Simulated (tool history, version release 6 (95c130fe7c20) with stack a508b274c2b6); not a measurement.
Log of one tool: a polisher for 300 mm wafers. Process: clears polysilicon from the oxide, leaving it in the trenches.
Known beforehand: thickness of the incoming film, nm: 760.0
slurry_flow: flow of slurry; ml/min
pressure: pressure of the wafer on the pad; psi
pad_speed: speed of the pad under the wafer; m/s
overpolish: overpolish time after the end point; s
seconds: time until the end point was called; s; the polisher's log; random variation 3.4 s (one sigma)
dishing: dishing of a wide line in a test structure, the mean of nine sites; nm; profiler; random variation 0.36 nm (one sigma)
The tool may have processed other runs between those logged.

run,hour,slurry_flow,pressure,pad_speed,overpolish,seconds,dishing
1,0.0,125,1.9,0.92,10,78.669,38.211
2,1.1,125,1.7,0.86,9,94.317,34.193
3,2.0,125,1.6,0.82,8,104.480,30.481
4,6.0,125,1.5,0.80,8,110.220,30.051
5,12.3,125,1.4,0.78,7,126.320,26.557
6,18.6,125,1.3,0.78,7,131.740,25.388
7,27.4,120,0.9,0.68,5,222.100,14.070
8,31.2,125,0.9,0.68,6,209.670,16.046
9,32.5,125,0.9,0.68,6,214.640,15.859
10,33.8,130,0.9,0.68,6,217.190,16.446
11,37.9,135,0.9,0.68,6,205.910,16.719
12,44.1,140,0.9,0.68,6,206.810,16.634
13,45.2,145,0.9,0.68,6,205.290,17.326
14,50.7,150,0.9,0.68,6,218.980,16.729

Run 15 has not been measured yet. What should we expect?
15,54.1,150,1.0,0.68,6,?,?

seconds: 189.740 s
dishing: 18.972 nm
